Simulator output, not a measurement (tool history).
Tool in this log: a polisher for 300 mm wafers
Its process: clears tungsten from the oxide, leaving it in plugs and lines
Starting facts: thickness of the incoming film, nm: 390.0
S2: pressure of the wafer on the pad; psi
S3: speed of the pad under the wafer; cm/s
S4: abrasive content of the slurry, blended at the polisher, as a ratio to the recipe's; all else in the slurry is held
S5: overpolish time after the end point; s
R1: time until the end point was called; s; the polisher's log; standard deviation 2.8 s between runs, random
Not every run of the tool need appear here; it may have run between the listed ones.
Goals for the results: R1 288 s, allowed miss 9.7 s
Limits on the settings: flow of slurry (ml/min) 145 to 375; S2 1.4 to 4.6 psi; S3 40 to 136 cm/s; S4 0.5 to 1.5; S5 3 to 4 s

run 1 hour=0 | flow_of_slurry_(ml/min)=240 S2=3 S3=88 S4=1 S5=4 | R1=135.08
run 2 hour=5.6 | flow_of_slurry_(ml/min)=240 S2=3 S3=78 S4=1 S5=4 | R1=151.55
run 3 hour=11.4 | flow_of_slurry_(ml/min)=195 S2=3 S3=78 S4=1 S5=4 | R1=154.57
run 4 hour=19.1 | flow_of_slurry_(ml/min)=195 S2=2.7 S3=76 S4=1 S5=4 | R1=171.08
run 5 hour=27.3 | flow_of_slurry_(ml/min)=195 S2=3.1 S3=76 S4=1 S5=4 | R1=155.11
run 6 hour=31.1 | flow_of_slurry_(ml/min)=195 S2=2.8 S3=74 S4=1 S5=4 | R1=171.7
run 7 hour=38.3 | flow_of_slurry_(ml/min)=195 S2=2.6 S3=72 S4=1 S5=4 | R1=186.64
run 8 hour=45.1 | flow_of_slurry_(ml/min)=195 S2=2.4 S3=70 S4=1 S5=4 | R1=199.65
run 9 hour=49.7 | flow_of_slurry_(ml/min)=195 S2=2.2 S3=68 S4=1 S5=4 | R1=219.38
run 10 hour=58.7 | flow_of_slurry_(ml/min)=195 S2=2.1 S3=68 S4=1 S5=4 | R1=227.97
run 11 hour=62.1 | flow_of_slurry_(ml/min)=195 S2=2 S3=68 S4=1 S5=4 | R1=233.13
run 12 hour=65 | flow_of_slurry_(ml/min)=195 S2=1.9 S3=68 S4=1 S5=4 | R1=238.1

5 candidate next runs follow, results not yet known. Just one meets every target within its allowed miss. Identify it.
run A hour=67.9 | flow_of_slurry_(ml/min)=220 S2=1.8 S3=80 S4=0.85 S5=3 | R1=?
run B hour=67.9 | flow_of_slurry_(ml/min)=160 S2=1.9 S3=52 S4=0.9 S5=3 | R1=?
run C hour=67.9 | flow_of_slurry_(ml/min)=245 S2=2.5 S3=66 S4=1.05 S5=4 | R1=?
run D hour=67.9 | flow_of_slurry_(ml/min)=260 S2=1.9 S3=60 S4=0.55 S5=4 | R1=?
run E hour=67.9 | flow_of_slurry_(ml/min)=205 S2=1.4 S3=58 S4=1 S5=4 | R1=?

move=A R1=214.04
move=B R1=327.1
move=C R1=200.37
move=D R1=287.73
move=E R1=327.33
A: misses by more than the last run did
B: takes the biggest miss from the last run beyond its target
C: misses by more than the last run did
D: all results land within tolerance of their targets
E: takes the biggest miss from the last run beyond its target
Correct choice: D, which meets every target
